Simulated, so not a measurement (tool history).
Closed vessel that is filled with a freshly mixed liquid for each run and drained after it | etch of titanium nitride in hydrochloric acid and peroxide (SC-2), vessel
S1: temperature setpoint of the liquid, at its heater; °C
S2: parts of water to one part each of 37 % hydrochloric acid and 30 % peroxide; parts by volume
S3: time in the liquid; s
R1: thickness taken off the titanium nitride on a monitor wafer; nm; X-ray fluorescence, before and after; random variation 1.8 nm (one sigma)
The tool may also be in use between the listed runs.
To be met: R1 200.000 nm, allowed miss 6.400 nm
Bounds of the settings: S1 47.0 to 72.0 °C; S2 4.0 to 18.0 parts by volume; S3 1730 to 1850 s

run 1 hour=0.0 | S1=63.0 S2=10.0 S3=1730 | R1=62.072
run 2 hour=2.2 | S1=63.0 S2=7.5 S3=1730 | R1=79.241
run 3 hour=8.6 | S1=66.0 S2=6.5 S3=1745 | R1=107.260
run 4 hour=10.2 | S1=68.0 S2=5.5 S3=1745 | R1=137.980
run 5 hour=17.2 | S1=69.5 S2=5.0 S3=1745 | R1=164.110
run 6 hour=19.7 | S1=69.5 S2=7.0 S3=1745 | R1=126.500
run 7 hour=27.3 | S1=72.0 S2=4.0 S3=1750 | R1=220.460
run 8 hour=30.1 | S1=71.5 S2=4.0 S3=1750 | R1=213.420

Which of these 4 next moves meets every target?
run A hour=32.9 | S1=72.0 S2=4.0 S3=1730 | R1=?
run B hour=32.9 | S1=70.0 S2=4.0 S3=1805 | R1=?
run C hour=32.9 | S1=72.0 S2=4.0 S3=1820 | R1=?
run D hour=32.9 | S1=71.5 S2=4.0 S3=1780 | R1=?

move=A R1=214.690
move=B R1=198.990
move=C R1=225.860
move=D R1=214.480
A: further off than the last run
B: meets every target
C: further off than the last run
D: further off than the last run
Move B is the one to make.
